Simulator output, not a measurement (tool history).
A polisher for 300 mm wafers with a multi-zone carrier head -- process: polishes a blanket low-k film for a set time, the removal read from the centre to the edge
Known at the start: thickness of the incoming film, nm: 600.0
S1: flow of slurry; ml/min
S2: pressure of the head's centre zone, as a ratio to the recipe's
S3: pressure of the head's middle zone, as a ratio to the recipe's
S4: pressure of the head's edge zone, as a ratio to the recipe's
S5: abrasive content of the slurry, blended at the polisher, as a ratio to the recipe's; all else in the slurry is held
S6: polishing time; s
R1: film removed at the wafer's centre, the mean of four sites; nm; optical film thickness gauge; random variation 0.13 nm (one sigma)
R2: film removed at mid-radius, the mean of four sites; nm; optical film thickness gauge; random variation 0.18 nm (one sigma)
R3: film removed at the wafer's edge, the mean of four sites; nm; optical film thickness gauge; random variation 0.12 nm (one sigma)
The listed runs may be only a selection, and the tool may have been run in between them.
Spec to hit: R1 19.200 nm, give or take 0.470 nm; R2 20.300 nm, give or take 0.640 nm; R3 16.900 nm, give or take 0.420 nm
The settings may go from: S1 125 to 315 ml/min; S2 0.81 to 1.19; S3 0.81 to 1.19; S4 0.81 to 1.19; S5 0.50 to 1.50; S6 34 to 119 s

Run 1, hour 0.0: S1 205 ml/min, S2 1.00, S3 1.00, S4 1.00, S5 1.00, S6 76 s. Result: R1 27.669 nm, R2 27.404 nm, R3 27.297 nm.
Run 2, hour 1.8: S1 210 ml/min, S2 1.00, S3 1.02, S4 0.97, S5 0.90, S6 74 s. Result: R1 25.462 nm, R2 25.865 nm, R3 25.475 nm.
Run 3, hour 3.4: S1 210 ml/min, S2 1.03, S3 1.05, S4 0.94, S5 0.85, S6 71 s. Result: R1 24.739 nm, R2 25.212 nm, R3 23.081 nm.
Run 4, hour 8.6: S1 210 ml/min, S2 1.03, S3 1.14, S4 0.94, S5 0.85, S6 71 s. Result: R1 24.703 nm, R2 26.517 nm, R3 23.399 nm.
Run 5, hour 10.9: S1 205 ml/min, S2 1.03, S3 1.13, S4 0.92, S5 0.80, S6 70 s. Result: R1 23.585 nm, R2 25.434 nm, R3 22.186 nm.
Run 6, hour 11.9: S1 200 ml/min, S2 1.03, S3 1.12, S4 0.90, S5 0.75, S6 69 s. Result: R1 22.605 nm, R2 23.986 nm, R3 20.706 nm.
Run 7, hour 16.0: S1 190 ml/min, S2 1.02, S3 1.11, S4 0.88, S5 0.70, S6 69 s. Result: R1 21.435 nm, R2 23.361 nm, R3 19.483 nm.
Run 8, hour 19.8: S1 180 ml/min, S2 1.01, S3 1.08, S4 0.87, S5 0.70, S6 69 s. Result: R1 21.277 nm, R2 22.650 nm, R3 19.616 nm.
Run 9, hour 20.8: S1 175 ml/min, S2 1.01, S3 1.08, S4 0.86, S5 0.65, S6 69 s. Result: R1 20.081 nm, R2 21.660 nm, R3 18.910 nm.
Run 10, hour 28.1: S1 175 ml/min, S2 1.02, S3 1.08, S4 0.85, S5 0.65, S6 69 s. Result: R1 20.477 nm, R2 21.638 nm, R3 18.885 nm.
Run 11, hour 36.5: S1 175 ml/min, S2 1.03, S3 1.09, S4 0.84, S5 0.60, S6 69 s. Result: R1 19.861 nm, R2 21.174 nm, R3 17.875 nm.
Run 12, hour 37.2: S1 175 ml/min, S2 1.03, S3 1.09, S4 0.84, S5 0.60, S6 69 s. Result: R1 19.699 nm, R2 20.889 nm, R3 17.762 nm.
Run 13, hour 39.7: S1 170 ml/min, S2 1.03, S3 1.09, S4 0.83, S5 0.60, S6 69 s. Result: R1 19.703 nm, R2 20.864 nm, R3 17.824 nm.
Run 14, hour 45.0: S1 170 ml/min, S2 1.03, S3 1.10, S4 0.83, S5 0.60, S6 69 s. Result: R1 19.701 nm, R2 21.157 nm, R3 17.762 nm.

Which one of the following 4 next-run settings gets every result inside its allowed miss? There is exactly one.
Run A, hour 50.3: S1 200 ml/min, S2 0.95, S3 1.17, S4 0.94, S5 0.50, S6 75 s. Result: R1 ?, R2 ?, R3 ?.
Run B, hour 50.3: S1 205 ml/min, S2 1.17, S3 1.09, S4 0.81, S5 0.80, S6 57 s. Result: R1 ?, R2 ?, R3 ?.
Run C, hour 50.3: S1 140 ml/min, S2 1.06, S3 1.12, S4 0.81, S5 0.65, S6 64 s. Result: R1 ?, R2 ?, R3 ?.
Run D, hour 50.3: S1 150 ml/min, S2 0.94, S3 1.13, S4 0.86, S5 0.70, S6 67 s. Result: R1 ?, R2 ?, R3 ?.

move      R1      R2      R3
   A  18.854  22.232  18.851
   B  20.887  20.127  17.164
   C  19.071  20.219  16.992
   D  19.260  22.271  18.946
A: the biggest miss grows against the last run
B: brings the result that was furthest off to its target, and leaves another outside
C: all results in spec
D: the biggest miss grows against the last run
Go with C: it meets all targets.
